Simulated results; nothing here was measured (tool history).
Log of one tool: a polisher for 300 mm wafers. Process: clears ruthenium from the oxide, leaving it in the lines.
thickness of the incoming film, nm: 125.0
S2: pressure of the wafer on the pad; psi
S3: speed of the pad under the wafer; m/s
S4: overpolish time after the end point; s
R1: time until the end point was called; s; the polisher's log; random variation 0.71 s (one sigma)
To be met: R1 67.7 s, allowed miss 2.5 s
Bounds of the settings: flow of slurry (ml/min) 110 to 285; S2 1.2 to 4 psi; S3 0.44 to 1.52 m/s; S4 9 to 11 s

{"run": 1, "hour": 0.0, "flow of slurry (ml/min)": 180, "S2": 2.6, "S3": 0.98, "S4": 11, "R1": 89.742}
{"run": 2, "hour": 2.0, "flow of slurry (ml/min)": 180, "S2": 2.3, "S3": 0.98, "S4": 11, "R1": 101.61}
{"run": 3, "hour": 3.4, "flow of slurry (ml/min)": 180, "S2": 2.3, "S3": 1.16, "S4": 11, "R1": 86.469}
{"run": 4, "hour": 7.7, "flow of slurry (ml/min)": 180, "S2": 2.3, "S3": 1.38, "S4": 11, "R1": 74.145}
{"run": 5, "hour": 9.4, "flow of slurry (ml/min)": 185, "S2": 2.4, "S3": 1.38, "S4": 11, "R1": 70.636}
{"run": 6, "hour": 13.3, "flow of slurry (ml/min)": 185, "S2": 2, "S3": 1.38, "S4": 11, "R1": 85.085}
{"run": 7, "hour": 18.9, "flow of slurry (ml/min)": 185, "S2": 2.1, "S3": 1.38, "S4": 11, "R1": 80.902}
{"run": 8, "hour": 26.3, "flow of slurry (ml/min)": 185, "S2": 2.2, "S3": 1.38, "S4": 11, "R1": 78.009}

Which of these 5 next moves meets every target?
{"run": "A", "hour": 33.7, "flow of slurry (ml/min)": 170, "S2": 2.7, "S3": 1.32, "S4": 11, "R1": "?"}
{"run": "B", "hour": 33.7, "flow of slurry (ml/min)": 110, "S2": 2.7, "S3": 1.06, "S4": 11, "R1": "?"}
{"run": "C", "hour": 33.7, "flow of slurry (ml/min)": 185, "S2": 2.7, "S3": 1.4, "S4": 11, "R1": "?"}
{"run": "D", "hour": 33.7, "flow of slurry (ml/min)": 200, "S2": 1.8, "S3": 1.46, "S4": 11, "R1": "?"}
{"run": "E", "hour": 33.7, "flow of slurry (ml/min)": 120, "S2": 2.9, "S3": 1.42, "S4": 9, "R1": "?"}

move=A R1=67.138
move=B R1=87.301
move=C R1=62.93
move=D R1=88.689
move=E R1=61.475
A: meets every target
B: further off than the last run
C: takes the result that was furthest off past its target
D: further off than the last run
E: takes the result that was furthest off past its target
Answer: A
